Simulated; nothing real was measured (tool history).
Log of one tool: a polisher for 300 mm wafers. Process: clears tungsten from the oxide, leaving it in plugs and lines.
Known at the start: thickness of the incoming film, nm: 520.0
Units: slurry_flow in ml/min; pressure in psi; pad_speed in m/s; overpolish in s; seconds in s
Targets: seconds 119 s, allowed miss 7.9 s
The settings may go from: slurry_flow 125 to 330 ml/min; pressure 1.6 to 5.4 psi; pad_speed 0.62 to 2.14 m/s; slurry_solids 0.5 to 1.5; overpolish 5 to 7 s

run  hour  slurry_flow  pressure  pad_speed  slurry_solids  overpolish  seconds
  1     0          210       3.5       1.38              1           7   83.658
  2   8.2          210       3.3       1.36              1           7    91.97
  3  15.3          210       3.2       1.36              1           7   92.617
  4  19.8          185       3.2       1.36              1           7   98.058
  5  25.5          185       3.2       1.36            0.9           7    97.45
  6  26.6          185       3.1       1.36            0.9           7   100.66
  7  33.3          185         3       1.36            0.9           7   106.75
  8    39          185       2.9       1.36            0.9           7   106.84
  9  39.8          185       2.8       1.36            0.9           7   103.62

Which of these 4 next moves meets every target?
  A  40.6          125       1.8       1.42              1           5        ?
  B  40.6          210       2.4       1.44            1.2           7        ?
  C  40.6          190       2.6        1.6           0.85           6        ?
  D  40.6          185       2.9       1.16           1.05           7        ?

move  seconds
   A   137.71
   B   102.37
   C   99.429
   D   117.57
A: takes the result that was furthest off past its target
B: further off than the last run
C: further off than the last run
D: meets every target
The right move is D.
